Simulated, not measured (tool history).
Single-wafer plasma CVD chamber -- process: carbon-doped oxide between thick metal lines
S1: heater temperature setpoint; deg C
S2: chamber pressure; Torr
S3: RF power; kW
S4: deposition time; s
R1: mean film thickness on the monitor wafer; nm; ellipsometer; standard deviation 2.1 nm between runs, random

Run 1, hour 0: S1 340 deg C, S2 6.67 Torr, S3 0.62 kW, S4 112.3 s. Result: R1 625.11 nm.
Run 2, hour 5.9: S1 340 deg C, S2 6.67 Torr, S3 0.62 kW, S4 112.3 s. Result: R1 631.15 nm.
Run 3, hour 9.1: S1 337 deg C, S2 6.9 Torr, S3 0.635 kW, S4 112.4 s. Result: R1 651.5 nm.
Run 4, hour 15.9: S1 328 deg C, S2 6.9 Torr, S3 0.635 kW, S4 112.4 s. Result: R1 665.62 nm.
Run 5, hour 24: S1 328 deg C, S2 6.08 Torr, S3 0.635 kW, S4 112.4 s. Result: R1 651.64 nm.
Run 6, hour 28.8: S1 327 deg C, S2 6.35 Torr, S3 0.64 kW, S4 112.4 s. Result: R1 662.68 nm.
Run 7, hour 35.8: S1 327 deg C, S2 6.35 Torr, S3 0.64 kW, S4 112.4 s. Result: R1 662.4 nm.
Run 8, hour 38.5: S1 326 deg C, S2 6.54 Torr, S3 0.645 kW, S4 112.4 s. Result: R1 676.46 nm.
Run 9, hour 41.3: S1 325 deg C, S2 6.62 Torr, S3 0.645 kW, S4 112.4 s. Result: R1 676.04 nm.
Run 10, hour 43.7: S1 324 deg C, S2 6.73 Torr, S3 0.645 kW, S4 112.4 s. Result: R1 678.62 nm.

Predict the results of run 11:
Run 11, hour 45.1: S1 323 deg C, S2 6.83 Torr, S3 0.645 kW, S4 112.4 s. Result: R1 ?.

R1: 682.66 nm
